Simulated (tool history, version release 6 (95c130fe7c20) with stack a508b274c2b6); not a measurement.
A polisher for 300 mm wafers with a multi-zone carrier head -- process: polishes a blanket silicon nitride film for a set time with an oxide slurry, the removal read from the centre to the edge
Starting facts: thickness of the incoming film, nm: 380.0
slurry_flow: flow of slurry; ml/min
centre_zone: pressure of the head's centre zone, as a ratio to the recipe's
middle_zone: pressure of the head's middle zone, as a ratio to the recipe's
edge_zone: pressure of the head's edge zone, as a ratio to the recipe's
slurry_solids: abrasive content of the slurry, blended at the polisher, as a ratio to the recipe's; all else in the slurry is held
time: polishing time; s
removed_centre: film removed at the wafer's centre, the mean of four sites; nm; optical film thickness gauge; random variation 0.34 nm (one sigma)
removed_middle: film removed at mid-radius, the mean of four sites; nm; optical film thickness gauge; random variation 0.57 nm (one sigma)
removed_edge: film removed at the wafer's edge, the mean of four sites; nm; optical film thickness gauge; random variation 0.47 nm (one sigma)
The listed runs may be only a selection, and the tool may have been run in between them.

{"run": 1, "hour": 0.0, "slurry_flow": 135, "centre_zone": 1.0, "middle_zone": 1.0, "edge_zone": 1.0, "slurry_solids": 1.0, "time": 88, "removed_centre": 73.46, "removed_middle": 72.029, "removed_edge": 73.386}
{"run": 2, "hour": 1.6, "slurry_flow": 135, "centre_zone": 1.0, "middle_zone": 1.06, "edge_zone": 1.0, "slurry_solids": 1.0, "time": 88, "removed_centre": 71.331, "removed_middle": 79.029, "removed_edge": 72.54}
{"run": 3, "hour": 5.1, "slurry_flow": 125, "centre_zone": 0.95, "middle_zone": 1.06, "edge_zone": 0.96, "slurry_solids": 0.85, "time": 83, "removed_centre": 58.316, "removed_middle": 66.549, "removed_edge": 60.307}
{"run": 4, "hour": 10.1, "slurry_flow": 145, "centre_zone": 0.95, "middle_zone": 1.06, "edge_zone": 0.96, "slurry_solids": 0.85, "time": 83, "removed_centre": 60.145, "removed_middle": 67.082, "removed_edge": 61.952}
{"run": 5, "hour": 14.8, "slurry_flow": 145, "centre_zone": 0.95, "middle_zone": 1.01, "edge_zone": 0.96, "slurry_solids": 0.85, "time": 83, "removed_centre": 59.777, "removed_middle": 64.785, "removed_edge": 61.124}
{"run": 6, "hour": 21.6, "slurry_flow": 120, "centre_zone": 0.95, "middle_zone": 1.01, "edge_zone": 0.96, "slurry_solids": 0.85, "time": 83, "removed_centre": 56.835, "removed_middle": 62.676, "removed_edge": 58.997}
{"run": 7, "hour": 27.9, "slurry_flow": 110, "centre_zone": 0.9, "middle_zone": 1.0, "edge_zone": 0.92, "slurry_solids": 0.8, "time": 83, "removed_centre": 51.382, "removed_middle": 56.496, "removed_edge": 56.014}
{"run": 8, "hour": 29.2, "slurry_flow": 110, "centre_zone": 0.82, "middle_zone": 1.1, "edge_zone": 0.83, "slurry_solids": 0.55, "time": 78, "removed_centre": 33.404, "removed_middle": 43.613, "removed_edge": 37.408}
{"run": 9, "hour": 34.5, "slurry_flow": 130, "centre_zone": 0.82, "middle_zone": 1.1, "edge_zone": 0.87, "slurry_solids": 0.55, "time": 78, "removed_centre": 34.437, "removed_middle": 47.249, "removed_edge": 40.222}
{"run": 10, "hour": 35.3, "slurry_flow": 130, "centre_zone": 0.82, "middle_zone": 1.1, "edge_zone": 0.87, "slurry_solids": 0.55, "time": 78, "removed_centre": 33.865, "removed_middle": 47.299, "removed_edge": 39.962}
{"run": 11, "hour": 36.3, "slurry_flow": 145, "centre_zone": 0.84, "middle_zone": 1.08, "edge_zone": 0.88, "slurry_solids": 0.55, "time": 78, "removed_centre": 35.802, "removed_middle": 47.511, "removed_edge": 40.19}
{"run": 12, "hour": 39.8, "slurry_flow": 145, "centre_zone": 0.86, "middle_zone": 1.08, "edge_zone": 0.91, "slurry_solids": 0.55, "time": 78, "removed_centre": 37.537, "removed_middle": 47.38, "removed_edge": 41.085}

Run 13 has not been measured yet. What should we expect?
{"run": 13, "hour": 46.4, "slurry_flow": 150, "centre_zone": 0.86, "middle_zone": 1.09, "edge_zone": 0.94, "slurry_solids": 0.55, "time": 78, "removed_centre": "?", "removed_middle": "?", "removed_edge": "?"}

{"run 13": {"removed_centre": 37.459, "removed_middle": 47.949, "removed_edge": 42.434}}
